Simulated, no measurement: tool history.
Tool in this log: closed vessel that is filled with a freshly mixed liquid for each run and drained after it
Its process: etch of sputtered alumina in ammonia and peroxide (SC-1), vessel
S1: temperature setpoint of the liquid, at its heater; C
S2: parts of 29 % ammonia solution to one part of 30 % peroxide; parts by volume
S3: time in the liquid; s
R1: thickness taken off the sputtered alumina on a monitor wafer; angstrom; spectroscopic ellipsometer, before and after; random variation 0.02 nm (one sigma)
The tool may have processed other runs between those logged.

Run 1, day 0.000: S1 63.0 C, S2 0.9 parts by volume, S3 55 s. Result: R1 42.143 angstrom.
Run 2, day 0.046: S1 62.5 C, S2 0.9 parts by volume, S3 55 s. Result: R1 40.897 angstrom.
Run 3, day 0.142: S1 62.5 C, S2 0.9 parts by volume, S3 55 s. Result: R1 41.395 angstrom.
Run 4, day 0.454: S1 62.0 C, S2 0.9 parts by volume, S3 55 s. Result: R1 40.453 angstrom.
Run 5, day 0.596: S1 61.5 C, S2 0.9 parts by volume, S3 55 s. Result: R1 39.267 angstrom.
Run 6, day 0.858: S1 61.0 C, S2 0.9 parts by volume, S3 55 s. Result: R1 38.196 angstrom.

What will run 7 give?
Run 7, day 0.950: S1 60.5 C, S2 0.9 parts by volume, S3 55 s. Result: R1 ?.

R1: 37.462 angstrom

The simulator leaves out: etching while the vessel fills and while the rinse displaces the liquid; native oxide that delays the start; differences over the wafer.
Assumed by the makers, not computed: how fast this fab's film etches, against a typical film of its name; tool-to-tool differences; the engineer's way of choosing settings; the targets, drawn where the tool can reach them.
